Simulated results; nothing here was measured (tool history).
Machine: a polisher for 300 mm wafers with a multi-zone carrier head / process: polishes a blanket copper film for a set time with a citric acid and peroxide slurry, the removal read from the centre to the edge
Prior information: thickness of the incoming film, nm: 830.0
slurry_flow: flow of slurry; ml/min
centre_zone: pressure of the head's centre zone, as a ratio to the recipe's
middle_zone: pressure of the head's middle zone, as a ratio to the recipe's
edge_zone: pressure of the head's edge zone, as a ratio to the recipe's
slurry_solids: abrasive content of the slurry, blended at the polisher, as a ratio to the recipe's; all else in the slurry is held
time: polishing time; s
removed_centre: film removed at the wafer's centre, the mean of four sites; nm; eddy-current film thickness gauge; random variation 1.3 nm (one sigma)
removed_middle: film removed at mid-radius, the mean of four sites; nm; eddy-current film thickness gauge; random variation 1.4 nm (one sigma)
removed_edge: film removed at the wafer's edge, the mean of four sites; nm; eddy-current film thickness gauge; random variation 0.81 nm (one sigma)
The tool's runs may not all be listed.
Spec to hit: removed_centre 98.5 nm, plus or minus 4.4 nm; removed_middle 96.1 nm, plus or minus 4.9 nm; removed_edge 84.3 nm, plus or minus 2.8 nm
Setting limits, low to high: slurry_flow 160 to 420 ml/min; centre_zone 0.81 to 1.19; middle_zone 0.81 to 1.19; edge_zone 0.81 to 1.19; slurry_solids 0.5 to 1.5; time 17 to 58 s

run 1 hour=0 | slurry_flow=270 centre_zone=1 middle_zone=1 edge_zone=1 slurry_solids=1 time=37 | removed_centre=117.57 removed_middle=119.69 removed_edge=118.74
run 2 hour=1.8 | slurry_flow=270 centre_zone=1 middle_zone=1 edge_zone=1 slurry_solids=1.2 time=37 | removed_centre=122.88 removed_middle=125.27 removed_edge=125.5
run 3 hour=6.1 | slurry_flow=330 centre_zone=1 middle_zone=1 edge_zone=1 slurry_solids=1.2 time=37 | removed_centre=125.53 removed_middle=125.59 removed_edge=125.89
run 4 hour=7.9 | slurry_flow=330 centre_zone=1.01 middle_zone=1 edge_zone=0.99 slurry_solids=1.15 time=36 | removed_centre=122.05 removed_middle=121.93 removed_edge=121.5
run 5 hour=8.9 | slurry_flow=330 centre_zone=1.02 middle_zone=1.01 edge_zone=0.98 slurry_solids=1.1 time=35 | removed_centre=118.12 removed_middle=118.06 removed_edge=115.09
-- hour=16.2 edge zone pressure recalibrated
run 6 hour=16.2 | slurry_flow=330 centre_zone=1.02 middle_zone=1.01 edge_zone=0.98 slurry_solids=1 time=35 | removed_centre=116.25 removed_middle=115.9 removed_edge=110.85
run 7 hour=19.6 | slurry_flow=330 centre_zone=1.02 middle_zone=1.01 edge_zone=0.97 slurry_solids=0.95 time=35 | removed_centre=112.62 removed_middle=113.89 removed_edge=108.24
run 8 hour=20.4 | slurry_flow=330 centre_zone=1.03 middle_zone=1.01 edge_zone=0.96 slurry_solids=0.9 time=35 | removed_centre=111.8 removed_middle=112.89 removed_edge=105.08
run 9 hour=22.8 | slurry_flow=330 centre_zone=1.03 middle_zone=1 edge_zone=0.95 slurry_solids=0.85 time=35 | removed_centre=108.93 removed_middle=107.78 removed_edge=102.63
run 10 hour=29.4 | slurry_flow=330 centre_zone=1.03 middle_zone=1 edge_zone=0.94 slurry_solids=0.8 time=35 | removed_centre=107.49 removed_middle=106.86 removed_edge=99.658
run 11 hour=37.3 | slurry_flow=330 centre_zone=1.03 middle_zone=1 edge_zone=0.93 slurry_solids=0.8 time=35 | removed_centre=109.32 removed_middle=106.34 removed_edge=100.49
run 12 hour=43.5 | slurry_flow=330 centre_zone=1.03 middle_zone=1 edge_zone=0.92 slurry_solids=0.75 time=35 | removed_centre=108.49 removed_middle=106.16 removed_edge=98.798

Consider the 4 candidate settings below. Which is the only one whose results all fall within their allowed miss of target?
run A hour=49.7 | slurry_flow=325 centre_zone=0.94 middle_zone=0.89 edge_zone=0.97 slurry_solids=0.9 time=38 | removed_centre=? removed_middle=? removed_edge=?
run B hour=49.7 | slurry_flow=270 centre_zone=1.09 middle_zone=1.03 edge_zone=0.92 slurry_solids=0.8 time=36 | removed_centre=? removed_middle=? removed_edge=?
run C hour=49.7 | slurry_flow=340 centre_zone=0.96 middle_zone=0.88 edge_zone=0.99 slurry_solids=0.8 time=42 | removed_centre=? removed_middle=? removed_edge=?
run D hour=49.7 | slurry_flow=315 centre_zone=1.08 middle_zone=1.04 edge_zone=0.89 slurry_solids=0.7 time=31 | removed_centre=? removed_middle=? removed_edge=?

move=A removed_centre=111.18 removed_middle=108.76 removed_edge=113.82
move=B removed_centre=116.46 removed_middle=110.93 removed_edge=100.44
move=C removed_centre=122 removed_middle=115.71 removed_edge=123.35
move=D removed_centre=97.137 removed_middle=94.024 removed_edge=82.881
A: misses by more than the last run did
B: misses by more than the last run did
C: misses by more than the last run did
D: meets every target
The right move is D.
